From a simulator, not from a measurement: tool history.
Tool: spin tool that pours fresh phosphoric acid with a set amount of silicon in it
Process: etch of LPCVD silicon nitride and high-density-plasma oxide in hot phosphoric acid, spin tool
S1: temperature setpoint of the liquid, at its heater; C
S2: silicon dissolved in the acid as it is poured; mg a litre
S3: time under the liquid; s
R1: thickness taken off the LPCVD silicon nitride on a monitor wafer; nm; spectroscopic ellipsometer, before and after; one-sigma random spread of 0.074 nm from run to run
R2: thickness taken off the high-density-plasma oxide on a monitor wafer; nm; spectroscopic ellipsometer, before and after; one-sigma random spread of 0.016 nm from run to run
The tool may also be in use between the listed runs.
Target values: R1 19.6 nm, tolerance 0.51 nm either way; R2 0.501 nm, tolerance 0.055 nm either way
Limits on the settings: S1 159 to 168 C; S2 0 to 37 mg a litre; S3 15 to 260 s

run    day     S1    S2   S3      R1       R2
  1      0    164    16  130  14.496  0.66919
  2  0.062    164    19  135  15.075  0.66085
  3  0.254  162.5    19  135  14.327  0.60583
  4  0.488  162.5  21.5  140  14.817  0.54912
  5  0.646    163  23.5  145  15.588  0.60454
  6  0.946    164  23.5  145  16.299  0.61589
  7  1.225    164  25.5  145  16.192  0.55667
  8  1.508    164  25.5  145  16.204  0.57238
  9    1.6    164  25.5  145  16.128  0.57872
     1.675  -- dissolved silicon flow meter replaced
 10  1.675    164    27  150  16.745  0.55542
 11   1.75  164.5  28.5  150  16.956  0.55069
 12  2.012    165  29.5  150  17.347  0.51096
 13  2.354  165.5    30  150  17.588  0.52239
 14  2.562    166  30.5  150  17.948  0.58358
 15  2.617    166  31.5  150  17.829  0.51605
 16  2.879    166    32  150   17.89  0.53524
 17  3.038    166  32.5  150  17.872  0.50123
 18  3.342    166    33  150   17.96  0.51201
 19  3.471    166  33.5  150  17.906   0.4698
 20  3.642    166    34  150  17.847   0.4561

Below are 5 possible settings for the next run. Only one of them brings all results inside the allowed miss of their targets. Which is it?
  A  3.812    166    37  155   ?   ?
  B  3.812  164.5    32  160   ?   ?
  C  3.812  166.5    33  150   ?   ?
  D  3.812  167.5  35.5  155   ?   ?
  E  3.812    167    37  145   ?   ?

move      R1       R2
   A  18.538  0.40792
   B  18.217  0.48272
   C  18.235  0.50017
   D  19.466   0.4922
   E  17.916  0.41006
A: nearer the targets than the last run, but a result is still out of spec
B: nearer the targets than the last run, but a result is still out of spec
C: nearer the targets than the last run, but a result is still out of spec
D: all results in spec
E: neither nearer nor further off than the last run
D meets every target.
